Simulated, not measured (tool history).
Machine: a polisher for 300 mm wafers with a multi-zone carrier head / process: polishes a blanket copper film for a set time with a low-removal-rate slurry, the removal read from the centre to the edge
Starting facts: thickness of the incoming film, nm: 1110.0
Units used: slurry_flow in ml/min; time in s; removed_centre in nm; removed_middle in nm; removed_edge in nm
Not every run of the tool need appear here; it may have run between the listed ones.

Run 1, hour 0.0: slurry_flow 215 ml/min, centre_zone 1.00, middle_zone 1.00, edge_zone 1.00, slurry_solids 1.0, time 46 s. Result: removed_centre 108.82 nm, removed_middle 103.57 nm, removed_edge 104.69 nm.
Run 2, hour 2.0: slurry_flow 215 ml/min, centre_zone 1.06, middle_zone 1.00, edge_zone 1.00, slurry_solids 1.0, time 46 s. Result: removed_centre 113.73 nm, removed_middle 105.72 nm, removed_edge 103.84 nm.
Run 3, hour 5.8: slurry_flow 215 ml/min, centre_zone 1.12, middle_zone 1.00, edge_zone 1.00, slurry_solids 1.0, time 46 s. Result: removed_centre 119.52 nm, removed_middle 107.41 nm, removed_edge 105.39 nm.
Run 4, hour 14.0: slurry_flow 210 ml/min, centre_zone 1.09, middle_zone 1.02, edge_zone 0.99, slurry_solids 1.0, time 46 s. Result: removed_centre 116.01 nm, removed_middle 108.08 nm, removed_edge 103.33 nm.
Run 5, hour 15.0: slurry_flow 205 ml/min, centre_zone 1.07, middle_zone 1.04, edge_zone 0.99, slurry_solids 1.0, time 46 s. Result: removed_centre 115.48 nm, removed_middle 106.76 nm, removed_edge 102.03 nm.
At hour 19.6: worn pad replaced by a new one.
Run 6, hour 19.6: slurry_flow 205 ml/min, centre_zone 1.01, middle_zone 1.04, edge_zone 0.99, slurry_solids 1.0, time 46 s. Result: removed_centre 118.11 nm, removed_middle 118.13 nm, removed_edge 110.33 nm.

What does the tool deliver on the next run?
Run 7, hour 23.0: slurry_flow 205 ml/min, centre_zone 0.99, middle_zone 1.04, edge_zone 0.97, slurry_solids 0.9, time 46 s. Result: removed_centre ?, removed_middle ?, removed_edge ?.

{"run 7": {"removed_centre": 111.04, "removed_middle": 116.09, "removed_edge": 108.58}}

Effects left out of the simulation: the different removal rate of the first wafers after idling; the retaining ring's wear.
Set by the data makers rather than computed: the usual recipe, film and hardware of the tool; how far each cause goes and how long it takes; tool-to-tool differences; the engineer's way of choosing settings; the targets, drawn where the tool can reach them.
